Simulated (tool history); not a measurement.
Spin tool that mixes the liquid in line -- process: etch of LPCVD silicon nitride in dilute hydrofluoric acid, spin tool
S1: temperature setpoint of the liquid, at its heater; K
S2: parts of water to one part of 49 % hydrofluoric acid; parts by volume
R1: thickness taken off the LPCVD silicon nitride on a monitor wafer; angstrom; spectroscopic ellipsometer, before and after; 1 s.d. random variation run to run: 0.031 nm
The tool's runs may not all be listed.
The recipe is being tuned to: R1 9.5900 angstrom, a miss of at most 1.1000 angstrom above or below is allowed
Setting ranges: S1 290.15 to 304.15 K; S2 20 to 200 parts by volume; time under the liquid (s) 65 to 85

{"run": 1, "hour": 0.0, "S1": 296.15, "S2": 110, "time under the liquid (s)": 85, "R1": 4.0493}
{"run": 2, "hour": 4.0, "S1": 299.15, "S2": 110, "time under the liquid (s)": 85, "R1": 4.8772}
{"run": 3, "hour": 6.6, "S1": 299.15, "S2": 110, "time under the liquid (s)": 65, "R1": 3.7981}
{"run": 4, "hour": 12.7, "S1": 299.15, "S2": 75, "time under the liquid (s)": 65, "R1": 5.4731}
{"run": 5, "hour": 16.6, "S1": 299.65, "S2": 70, "time under the liquid (s)": 65, "R1": 6.0569}
{"run": 6, "hour": 19.3, "S1": 299.65, "S2": 105, "time under the liquid (s)": 65, "R1": 4.0627}
{"run": 7, "hour": 24.2, "S1": 302.65, "S2": 60, "time under the liquid (s)": 85, "R1": 10.657}
{"run": 8, "hour": 26.8, "S1": 302.15, "S2": 60, "time under the liquid (s)": 85, "R1": 10.455}

Next run, 4 choices. One meets every target within its allowed miss, the rest don't. Which?
{"run": "A", "hour": 29.4, "S1": 302.65, "S2": 45, "time under the liquid (s)": 75, "R1": "?"}
{"run": "B", "hour": 29.4, "S1": 302.65, "S2": 40, "time under the liquid (s)": 80, "R1": "?"}
{"run": "C", "hour": 29.4, "S1": 302.15, "S2": 40, "time under the liquid (s)": 65, "R1": "?"}
{"run": "D", "hour": 29.4, "S1": 300.15, "S2": 45, "time under the liquid (s)": 65, "R1": "?"}

move=A R1=12.6340
move=B R1=15.1350
move=C R1=11.9030
move=D R1=9.2977
A: moves away from the targets compared with the last run
B: moves away from the targets compared with the last run
C: moves away from the targets compared with the last run
D: all results in spec
Answer: D
